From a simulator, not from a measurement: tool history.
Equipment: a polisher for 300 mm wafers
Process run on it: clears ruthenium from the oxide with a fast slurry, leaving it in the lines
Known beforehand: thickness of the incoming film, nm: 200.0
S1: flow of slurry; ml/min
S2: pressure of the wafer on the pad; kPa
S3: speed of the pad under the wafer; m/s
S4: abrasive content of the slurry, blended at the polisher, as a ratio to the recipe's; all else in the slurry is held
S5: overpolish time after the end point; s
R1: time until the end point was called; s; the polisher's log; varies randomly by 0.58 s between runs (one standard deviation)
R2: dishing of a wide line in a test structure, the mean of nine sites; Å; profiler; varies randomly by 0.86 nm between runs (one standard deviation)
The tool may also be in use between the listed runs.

Run 1, hour 0: S1 295 ml/min, S2 18.6 kPa, S3 0.86 m/s, S4 1, S5 18 s. Result: R1 63.399 s, R2 463.4 Å.
Run 2, hour 2.6: S1 295 ml/min, S2 18.6 kPa, S3 0.86 m/s, S4 1, S5 20 s. Result: R1 61.235 s, R2 495.47 Å.
Run 3, hour 5.6: S1 295 ml/min, S2 17.9 kPa, S3 0.86 m/s, S4 1, S5 22 s. Result: R1 63.886 s, R2 539.63 Å.
Run 4, hour 14: S1 295 ml/min, S2 17.9 kPa, S3 0.86 m/s, S4 1, S5 23 s. Result: R1 63.792 s, R2 550.02 Å.
Run 5, hour 15.6: S1 295 ml/min, S2 17.9 kPa, S3 0.86 m/s, S4 1, S5 24 s. Result: R1 63.476 s, R2 577.62 Å.
Run 6, hour 22.8: S1 295 ml/min, S2 17.9 kPa, S3 0.86 m/s, S4 1, S5 32 s. Result: R1 62.906 s, R2 713.04 Å.
Run 7, hour 29.3: S1 295 ml/min, S2 17.9 kPa, S3 0.86 m/s, S4 1, S5 31 s. Result: R1 63.52 s, R2 708.56 Å.

The next listed run, before its measurement:
Run 8, hour 31.5: S1 295 ml/min, S2 17.9 kPa, S3 0.86 m/s, S4 1, S5 30 s. Result: R1 ?, R2 ?.

R1: 64.311 s
R2: 674.37 Å
